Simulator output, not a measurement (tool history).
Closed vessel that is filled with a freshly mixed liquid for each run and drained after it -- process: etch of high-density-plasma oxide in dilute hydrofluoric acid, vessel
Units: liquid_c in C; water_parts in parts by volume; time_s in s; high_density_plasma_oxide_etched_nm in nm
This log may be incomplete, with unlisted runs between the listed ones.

run  hour  liquid_c  water_parts  time_s  high_density_plasma_oxide_etched_nm
  1     0        23          105      75                               4.5323
  2   2.7        23          105      75                               4.5413
  3   9.5        23          105      75                               4.5314
  4  16.1        23          140      75                               3.2586
  5  22.9      21.5          140      75                               3.0677
  6  31.5      21.5          110      75                               4.0373
  7  37.1      25.5           85      75                               6.3584
  8  45.2        26           85      75                               6.4701

Run 9 is up next; what results do you expect?
  9  49.1        26           85      75                                    ?

high_density_plasma_oxide_etched_nm: 6.4192 nm
